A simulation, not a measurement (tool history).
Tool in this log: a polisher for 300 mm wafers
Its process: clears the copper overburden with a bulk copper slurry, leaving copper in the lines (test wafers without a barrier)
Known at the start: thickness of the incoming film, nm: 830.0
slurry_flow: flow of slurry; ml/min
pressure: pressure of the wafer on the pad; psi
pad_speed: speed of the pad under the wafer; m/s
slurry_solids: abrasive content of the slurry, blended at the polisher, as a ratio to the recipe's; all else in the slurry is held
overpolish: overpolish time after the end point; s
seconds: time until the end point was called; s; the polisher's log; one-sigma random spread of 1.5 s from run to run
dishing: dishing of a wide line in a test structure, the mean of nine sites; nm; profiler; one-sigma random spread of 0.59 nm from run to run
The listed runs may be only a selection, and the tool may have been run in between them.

| run | hour | slurry_flow | pressure | pad_speed | slurry_solids | overpolish | seconds | dishing |
|---|---|---|---|---|---|---|---|---|
| 1 | 0 | 155 | 2.4 | 1.24 | 1 | 27 | 85.375 | 90.631 |
| 2 | 7.5 | 155 | 2.4 | 1.24 | 1 | 16 | 85.367 | 74.774 |
| 3 | 12.6 | 155 | 2.4 | 1.24 | 1.1 | 16 | 84.03 | 75.832 |
| 4 | 15.7 | 130 | 2.4 | 1.24 | 1.1 | 16 | 86.453 | 75.005 |
| 5 | 22.3 | 110 | 2.4 | 1.24 | 1.1 | 16 | 87.12 | 73.311 |
| 6 | 31.3 | 110 | 2.4 | 1.48 | 1.1 | 16 | 73.632 | 81.769 |
| 7 | 31.9 | 110 | 2.2 | 1.46 | 1.1 | 16 | 78.921 | 75.511 |

Run 8 has not been measured yet. What should we expect?
| 8 | 35.6 | 110 | 2 | 1.42 | 1.1 | 18 | ? | ? |

{"run 8": {"seconds": 89.055, "dishing": 76.873}}
